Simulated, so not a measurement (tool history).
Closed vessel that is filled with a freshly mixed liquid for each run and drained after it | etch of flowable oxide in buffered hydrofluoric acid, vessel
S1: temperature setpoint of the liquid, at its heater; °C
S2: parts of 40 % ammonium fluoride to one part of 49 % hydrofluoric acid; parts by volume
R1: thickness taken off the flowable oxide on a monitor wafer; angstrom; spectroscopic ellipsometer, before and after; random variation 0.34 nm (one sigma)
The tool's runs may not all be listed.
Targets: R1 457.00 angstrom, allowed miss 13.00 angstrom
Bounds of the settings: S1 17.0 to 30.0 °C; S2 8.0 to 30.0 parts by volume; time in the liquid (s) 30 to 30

Run 1, hour 0.0: S1 22.0 °C, S2 21.5 parts by volume, time in the liquid (s) 30. Result: R1 804.55 angstrom.
Run 2, hour 5.8: S1 21.0 °C, S2 23.0 parts by volume, time in the liquid (s) 30. Result: R1 720.15 angstrom.
Run 3, hour 12.7: S1 21.0 °C, S2 23.0 parts by volume, time in the liquid (s) 30. Result: R1 732.42 angstrom.
Run 4, hour 21.7: S1 23.0 °C, S2 23.0 parts by volume, time in the liquid (s) 30. Result: R1 807.85 angstrom.
Run 5, hour 23.6: S1 21.5 °C, S2 23.0 parts by volume, time in the liquid (s) 30. Result: R1 757.41 angstrom.
Run 6, hour 27.3: S1 20.5 °C, S2 24.5 parts by volume, time in the liquid (s) 30. Result: R1 680.59 angstrom.
At hour 31.5: thermometer replaced.
Run 7, hour 31.5: S1 19.5 °C, S2 25.5 parts by volume, time in the liquid (s) 30. Result: R1 543.05 angstrom.
Run 8, hour 34.3: S1 19.0 °C, S2 25.5 parts by volume, time in the liquid (s) 30. Result: R1 520.32 angstrom.
Run 9, hour 42.0: S1 18.5 °C, S2 25.5 parts by volume, time in the liquid (s) 30. Result: R1 507.44 angstrom.
Run 10, hour 48.8: S1 18.0 °C, S2 25.5 parts by volume, time in the liquid (s) 30. Result: R1 496.02 angstrom.

Which of these 4 next moves meets every target?
Run A, hour 55.6: S1 18.0 °C, S2 28.5 parts by volume, time in the liquid (s) 30. Result: R1 ?.
Run B, hour 55.6: S1 17.0 °C, S2 30.0 parts by volume, time in the liquid (s) 30. Result: R1 ?.
Run C, hour 55.6: S1 17.0 °C, S2 28.5 parts by volume, time in the liquid (s) 30. Result: R1 ?.
Run D, hour 55.6: S1 17.0 °C, S2 24.0 parts by volume, time in the liquid (s) 30. Result: R1 ?.

move      R1
   A  456.42
   B  415.96
   C  431.03
   D  485.54
A: meets every target
B: takes the result that was furthest off past its target
C: takes the result that was furthest off past its target
D: nearer than the last run, and not there yet
The right move is A.
